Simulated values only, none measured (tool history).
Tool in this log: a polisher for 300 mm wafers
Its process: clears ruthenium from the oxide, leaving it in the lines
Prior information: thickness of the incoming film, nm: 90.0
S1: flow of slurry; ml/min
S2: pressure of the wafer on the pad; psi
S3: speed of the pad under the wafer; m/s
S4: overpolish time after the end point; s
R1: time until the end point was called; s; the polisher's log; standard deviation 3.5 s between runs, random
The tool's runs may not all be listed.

run  hour   S1   S2    S3  S4      R1
  1     0  270  1.7  0.92  15  94.961
  2   5.5  270  2.1  0.92  15  77.429
  3   8.4  245  2.1  0.92  15  75.458
  4  11.7  245  2.1   0.7  15  102.16
  5  13.9  245  1.9  0.68  15   115.9
  6  15.4  275  1.9  0.68  15  110.64
  7  17.1  270  1.8  0.68  15  117.69
  8  20.8  270  1.3  0.62  15  176.39
  9  27.5  260  1.2  0.62  15  191.21
 10  30.1  255  1.2  0.62  15  197.86
 11  37.7  250  1.2  0.62  15  195.62

The next listed run, before its measurement:
 12  44.5  245  1.2  0.62  15   ?

{"run 12": {"R1": 191.91}}

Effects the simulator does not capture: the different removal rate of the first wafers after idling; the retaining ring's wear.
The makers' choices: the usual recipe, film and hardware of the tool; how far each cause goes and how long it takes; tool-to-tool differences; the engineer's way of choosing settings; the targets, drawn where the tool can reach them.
